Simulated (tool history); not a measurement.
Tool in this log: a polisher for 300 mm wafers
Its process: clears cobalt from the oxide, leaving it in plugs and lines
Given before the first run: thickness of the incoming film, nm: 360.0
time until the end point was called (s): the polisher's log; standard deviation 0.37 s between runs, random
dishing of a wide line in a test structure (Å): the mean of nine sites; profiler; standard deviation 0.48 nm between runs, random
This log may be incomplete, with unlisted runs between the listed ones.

run	hour	flow of slurry (ml/min)	pressure of the wafer on the pad (kPa)	speed of the pad under the wafer (cm/s)	overpolish time after the end point (s)	time until the end point was called (s)	dishing of a wide line in a test structure (Å)
1	0	150	12.4	108	24	76.039	455.57
2	0.9	170	12.4	108	24	73.967	465.66
3	8.1	140	12.4	108	24	78.096	451.51
4	16.1	140	12.4	108	17	77.136	399.44
# hour 19.9: head pressure recalibrated
5	19.9	140	11	108	17	91.925	364.02
6	25.1	155	12.4	108	15	79.721	366.79

Run 7 comes next. What will it give?
7	30.9	155	14.5	108	16	?	?

Run 7 measured time until the end point was called (s) 68.23, dishing of a wide line in a test structure (Å) 410.22.
